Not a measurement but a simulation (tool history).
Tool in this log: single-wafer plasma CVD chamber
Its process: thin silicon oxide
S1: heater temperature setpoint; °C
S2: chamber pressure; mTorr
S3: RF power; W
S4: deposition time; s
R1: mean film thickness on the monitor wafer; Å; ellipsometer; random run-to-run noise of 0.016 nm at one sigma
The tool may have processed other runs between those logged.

Run 1, hour 0: S1 415 °C, S2 588 mTorr, S3 275 W, S4 6.48 s. Result: R1 86.931 Å.
Run 2, hour 6.4: S1 415 °C, S2 560 mTorr, S3 275 W, S4 6.48 s. Result: R1 82.99 Å.
Run 3, hour 11.5: S1 415 °C, S2 560 mTorr, S3 275 W, S4 6.68 s. Result: R1 85.684 Å.
Run 4, hour 14.2: S1 405 °C, S2 560 mTorr, S3 275 W, S4 6.68 s. Result: R1 85.786 Å.
Run 5, hour 23.1: S1 405 °C, S2 533 mTorr, S3 275 W, S4 6.68 s. Result: R1 82.225 Å.
Run 6, hour 26.6: S1 405 °C, S2 628 mTorr, S3 275 W, S4 6.68 s. Result: R1 96.705 Å.
Run 7, hour 31: S1 405 °C, S2 588 mTorr, S3 275 W, S4 6.68 s. Result: R1 90.054 Å.
Run 8, hour 37.4: S1 405 °C, S2 555 mTorr, S3 275 W, S4 6.68 s. Result: R1 85.49 Å.

Forecast run 9:
Run 9, hour 44.9: S1 405 °C, S2 526 mTorr, S3 275 W, S4 6.68 s. Result: R1 ?.

R1: 81.161 Å
